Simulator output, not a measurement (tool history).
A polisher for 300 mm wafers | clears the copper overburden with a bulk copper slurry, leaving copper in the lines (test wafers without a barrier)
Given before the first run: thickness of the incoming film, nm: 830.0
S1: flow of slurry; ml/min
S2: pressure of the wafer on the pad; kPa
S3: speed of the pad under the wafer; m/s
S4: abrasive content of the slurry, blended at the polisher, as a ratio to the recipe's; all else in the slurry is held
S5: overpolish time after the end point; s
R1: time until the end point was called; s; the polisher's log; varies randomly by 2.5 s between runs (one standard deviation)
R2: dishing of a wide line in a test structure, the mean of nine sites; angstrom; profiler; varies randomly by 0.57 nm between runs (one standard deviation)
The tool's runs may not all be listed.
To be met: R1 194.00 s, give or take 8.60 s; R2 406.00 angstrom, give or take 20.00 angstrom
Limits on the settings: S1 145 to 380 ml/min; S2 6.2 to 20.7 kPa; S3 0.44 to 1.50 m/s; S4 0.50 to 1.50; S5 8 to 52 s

run  hour   S1    S2    S3    S4  S5      R1      R2
  1   0.0  245  13.1  0.96  1.00  26  132.90  685.66
  2   5.6  305  13.1  0.96  1.00  26  130.39  713.68
  3  13.5  305  13.1  0.96  1.00  16  129.72  543.29
  4  16.9  270  13.1  0.96  1.00  16  128.91  552.77
  5  18.9  270  11.0  0.96  1.00  15  152.75  450.27
  6  20.3  270  11.0  0.96  1.00   8  155.88  285.57
  7  22.7  280  11.0  0.90  1.00  11  164.82  358.82
  8  29.1  285  11.0  0.86  1.00  13  167.93  382.08
     35.2  -- worn pad replaced by a new one
  9  35.2  285  11.0  0.82  1.00  14  161.23  421.62
 10  40.3  275  10.3  0.76  1.00  14  178.80  378.99

Which single option among these 5 for the next run brings every result within its allowed miss of target? Just one does.
  A  45.4  230  10.3  0.72  1.10  13   ?   ?
  B  45.4  295  10.3  0.72  1.25  14   ?   ?
  C  45.4  275   9.0  0.98  0.85  16   ?   ?
  D  45.4  380  12.4  0.68  0.95  14   ?   ?
  E  45.4  300   9.7  0.80  0.75  16   ?   ?

move      R1      R2
   A  187.08  359.16
   B  177.93  392.84
   C  163.84  445.11
   D  167.53  418.84
   E  191.18  406.52
A: meets the target for the result that was furthest off, but another lies outside its allowed miss
B: its largest miss is bigger than the last run's
C: its largest miss is bigger than the last run's
D: its largest miss is bigger than the last run's
E: every result within its allowed miss
Go with E: it meets all targets.

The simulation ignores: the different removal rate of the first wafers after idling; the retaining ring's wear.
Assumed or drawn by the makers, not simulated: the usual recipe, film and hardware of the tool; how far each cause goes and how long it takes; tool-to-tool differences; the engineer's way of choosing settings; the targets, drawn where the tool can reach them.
